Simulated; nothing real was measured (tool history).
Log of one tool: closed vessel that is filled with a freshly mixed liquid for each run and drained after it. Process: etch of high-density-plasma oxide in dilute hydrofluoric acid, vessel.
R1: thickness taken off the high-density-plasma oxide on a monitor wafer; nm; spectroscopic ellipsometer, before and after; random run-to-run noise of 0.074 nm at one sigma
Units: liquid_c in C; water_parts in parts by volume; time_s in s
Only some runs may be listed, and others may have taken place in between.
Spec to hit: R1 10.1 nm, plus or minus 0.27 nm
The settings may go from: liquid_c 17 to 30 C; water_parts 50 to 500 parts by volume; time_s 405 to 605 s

run 1 day=0 | liquid_c=22 water_parts=275 time_s=605 | R1=12.004
run 2 day=0.371 | liquid_c=23.5 water_parts=275 time_s=605 | R1=12.542
run 3 day=0.667 | liquid_c=23.5 water_parts=275 time_s=605 | R1=12.692
run 4 day=0.712 | liquid_c=23.5 water_parts=375 time_s=605 | R1=8.4484
run 5 day=0.804 | liquid_c=23.5 water_parts=375 time_s=405 | R1=5.6326
run 6 day=1.15 | liquid_c=25.5 water_parts=350 time_s=405 | R1=6.6473
run 7 day=1.188 | liquid_c=23.5 water_parts=330 time_s=405 | R1=6.6332
run 8 day=1.304 | liquid_c=25.5 water_parts=315 time_s=405 | R1=7.4492
run 9 day=1.442 | liquid_c=29.5 water_parts=260 time_s=410 | R1=11.39
-- day=1.592 hydrofluoric acid flow meter replaced
run 10 day=1.592 | liquid_c=29 water_parts=265 time_s=410 | R1=12.631
run 11 day=1.796 | liquid_c=26.5 water_parts=265 time_s=410 | R1=11.593
run 12 day=2.162 | liquid_c=25 water_parts=270 time_s=410 | R1=10.682
run 13 day=2.396 | liquid_c=24.5 water_parts=270 time_s=410 | R1=10.575

Exercise: of the 5 proposed moves below, exactly one satisfies all targets within the stated allowed misses. Which move is it?
run A day=2.629 | liquid_c=22.5 water_parts=325 time_s=585 | R1=?
run B day=2.629 | liquid_c=24.5 water_parts=285 time_s=460 | R1=?
run C day=2.629 | liquid_c=23 water_parts=270 time_s=410 | R1=?
run D day=2.629 | liquid_c=25.5 water_parts=320 time_s=505 | R1=?
run E day=2.629 | liquid_c=26 water_parts=265 time_s=405 | R1=?

move=A R1=11.159
move=B R1=11.148
move=C R1=10.096
move=D R1=10.895
move=E R1=11.35
A: further off than the last run
B: further off than the last run
C: meets every target
D: further off than the last run
E: further off than the last run
C meets every target.

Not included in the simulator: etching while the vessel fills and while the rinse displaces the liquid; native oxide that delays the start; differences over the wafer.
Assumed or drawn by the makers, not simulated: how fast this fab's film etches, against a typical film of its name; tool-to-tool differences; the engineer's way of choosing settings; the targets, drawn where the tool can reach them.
